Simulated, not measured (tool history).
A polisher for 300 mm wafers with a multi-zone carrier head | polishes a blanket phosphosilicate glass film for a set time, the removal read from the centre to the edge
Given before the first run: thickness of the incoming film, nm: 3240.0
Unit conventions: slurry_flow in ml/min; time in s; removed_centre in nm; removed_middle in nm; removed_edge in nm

run  hour  slurry_flow  centre_zone  middle_zone  edge_zone  slurry_solids  time  removed_centre  removed_middle  removed_edge
  1   0.0          230         1.00         1.00       1.00           1.00    77          620.81          634.80        603.98
  2   2.6          225         0.99         0.98       0.99           0.95    77          582.79          606.77        597.34
  3  10.2          225         0.99         0.98       0.98           0.90    77          586.68          604.47        578.19
  4  17.2          280         0.99         0.98       0.98           0.90    77          588.17          601.47        586.34
  5  24.0          280         0.99         1.06       0.98           0.90    77          586.79          652.65        584.65
  6  29.7          280         0.99         1.14       0.98           0.90    77          598.13          693.58        595.05
  7  31.6          225         0.95         1.04       0.96           0.70    77          528.69          567.62        525.96

Forecast run 8:
  8  38.4          225         0.94         1.03       0.96           0.70    77               ?               ?             ?

Run 8 yielded removed_centre 508.03 nm, removed_middle 565.50 nm, removed_edge 529.13 nm.

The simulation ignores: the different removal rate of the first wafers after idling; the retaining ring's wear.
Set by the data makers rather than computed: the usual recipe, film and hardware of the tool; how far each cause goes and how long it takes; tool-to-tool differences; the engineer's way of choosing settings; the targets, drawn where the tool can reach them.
